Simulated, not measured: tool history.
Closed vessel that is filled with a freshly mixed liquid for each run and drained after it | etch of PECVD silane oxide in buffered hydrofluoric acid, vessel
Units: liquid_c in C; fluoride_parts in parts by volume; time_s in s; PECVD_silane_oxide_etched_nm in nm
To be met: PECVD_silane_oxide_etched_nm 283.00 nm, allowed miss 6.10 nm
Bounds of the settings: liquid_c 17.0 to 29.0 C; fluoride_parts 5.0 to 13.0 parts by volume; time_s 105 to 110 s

run,hour,liquid_c,fluoride_parts,time_s,PECVD_silane_oxide_etched_nm
1,0.0,21.0,8.0,105,529.75
2,6.1,17.5,8.0,105,431.41
3,9.3,17.5,9.0,105,381.43
4,11.4,17.5,9.0,105,379.01
5,15.7,17.5,9.0,110,397.48
6,18.9,19.5,9.0,110,445.76
7,26.4,19.0,9.5,110,423.59
8,29.1,18.5,10.0,110,393.30
# hour 34.7: thermometer replaced
9,34.7,17.0,12.5,110,272.50

Which of these 4 next moves meets every target?
A,40.3,17.0,11.5,105,?
B,40.3,20.0,13.0,105,?
C,40.3,17.0,13.0,110,?
D,40.3,17.0,11.5,110,?

move,PECVD_silane_oxide_etched_nm
A,279.97
B,294.24
C,260.12
D,293.30
A: meets every target
B: takes the result that was furthest off past its target
C: further off than the last run
D: takes the result that was furthest off past its target
Answer: A
